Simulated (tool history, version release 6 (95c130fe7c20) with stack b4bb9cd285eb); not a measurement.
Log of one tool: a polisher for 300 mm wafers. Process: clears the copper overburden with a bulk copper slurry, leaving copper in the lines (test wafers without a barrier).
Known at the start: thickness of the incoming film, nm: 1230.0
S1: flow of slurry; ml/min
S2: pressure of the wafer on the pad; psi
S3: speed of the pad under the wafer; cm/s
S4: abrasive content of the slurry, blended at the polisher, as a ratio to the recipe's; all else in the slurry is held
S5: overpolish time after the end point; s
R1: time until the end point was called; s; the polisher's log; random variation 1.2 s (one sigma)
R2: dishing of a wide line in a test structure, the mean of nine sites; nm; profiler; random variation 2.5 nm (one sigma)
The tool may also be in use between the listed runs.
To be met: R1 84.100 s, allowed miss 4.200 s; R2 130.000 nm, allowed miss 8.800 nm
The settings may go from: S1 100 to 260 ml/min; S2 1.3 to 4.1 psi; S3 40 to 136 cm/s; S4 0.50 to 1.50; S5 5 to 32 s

| run | hour | S1 | S2 | S3 | S4 | S5 | R1 | R2 |
|---|---|---|---|---|---|---|---|---|
| 1 | 0.0 | 165 | 2.7 | 88 | 1.00 | 16 | 156.960 | 66.312 |
| 2 | 2.5 | 165 | 2.1 | 88 | 1.00 | 16 | 200.590 | 55.775 |
| 3 | 4.2 | 165 | 2.4 | 90 | 1.00 | 17 | 174.400 | 66.937 |
| 4 | 12.5 | 165 | 2.4 | 90 | 1.00 | 24 | 173.280 | 81.357 |
| 5 | 19.8 | 165 | 2.4 | 90 | 0.80 | 24 | 188.620 | 77.981 |
| 6 | 27.9 | 165 | 2.7 | 92 | 0.80 | 24 | 169.920 | 88.395 |
| 7 | 36.1 | 170 | 2.9 | 94 | 0.80 | 23 | 149.260 | 91.338 |
| 8 | 45.1 | 175 | 3.1 | 96 | 0.80 | 23 | 135.230 | 97.070 |
| 9 | 51.1 | 175 | 3.3 | 98 | 0.80 | 23 | 125.610 | 103.600 |
| 10 | 60.0 | 180 | 3.4 | 100 | 0.80 | 23 | 120.810 | 106.770 |
| 11 | 67.1 | 180 | 3.5 | 102 | 0.80 | 23 | 114.320 | 109.880 |
| 12 | 69.8 | 180 | 3.6 | 104 | 0.80 | 23 | 111.220 | 111.060 |
| 13 | 72.0 | 185 | 3.7 | 106 | 0.80 | 23 | 102.090 | 116.200 |
| 14 | 78.9 | 210 | 4.1 | 106 | 0.80 | 22 | 91.015 | 119.760 |
| 15 | 84.1 | 210 | 4.1 | 108 | 0.80 | 22 | 91.695 | 121.000 |
| 16 | 85.1 | 210 | 4.1 | 110 | 0.80 | 22 | 91.891 | 118.750 |

5 next moves are on the table. One of them brings every result within its allowed miss. Which?
| A | 86.1 | 250 | 4.1 | 114 | 0.80 | 23 | ? | ? |
| B | 86.1 | 225 | 4.1 | 118 | 0.75 | 32 | ? | ? |
| C | 86.1 | 200 | 4.1 | 130 | 0.85 | 30 | ? | ? |
| D | 86.1 | 210 | 4.1 | 122 | 0.85 | 17 | ? | ? |
| E | 86.1 | 200 | 4.1 | 128 | 0.85 | 29 | ? | ? |

| move | R1 | R2 |
|---|---|---|
| A | 86.677 | 129.100 |
| B | 86.980 | 145.340 |
| C | 77.251 | 147.600 |
| D | 81.415 | 115.170 |
| E | 78.378 | 145.590 |
A: meets every target
B: brings the result that was furthest off to its target, and leaves another outside
C: takes the result that was furthest off past its target
D: brings the result that was furthest off to its target, and leaves another outside
E: takes the result that was furthest off past its target
The right move is A.
